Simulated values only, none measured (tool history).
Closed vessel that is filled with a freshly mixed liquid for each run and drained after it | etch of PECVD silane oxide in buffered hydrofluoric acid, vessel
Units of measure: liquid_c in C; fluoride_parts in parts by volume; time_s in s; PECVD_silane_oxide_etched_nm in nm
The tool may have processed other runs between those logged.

| run | day | liquid_c | fluoride_parts | time_s | PECVD_silane_oxide_etched_nm |
|---|---|---|---|---|---|
| 1 | 0 | 23 | 15.5 | 100 | 261.05 |
| 2 | 0.288 | 20 | 15.5 | 100 | 221.69 |
| 3 | 0.367 | 20 | 15.5 | 100 | 223.62 |
| 4 | 0.408 | 17 | 15.5 | 100 | 186.26 |
| 5 | 0.467 | 17 | 18.5 | 100 | 155.02 |
| 6 | 0.55 | 19.5 | 18 | 100 | 182.93 |
| 7 | 0.583 | 21.5 | 17.5 | 100 | 214.13 |
| 8 | 0.7 | 23 | 17 | 100 | 235.21 |

Forecast run 9:
| 9 | 0.733 | 27 | 12.5 | 100 | ? |

PECVD_silane_oxide_etched_nm: 394.83 nm
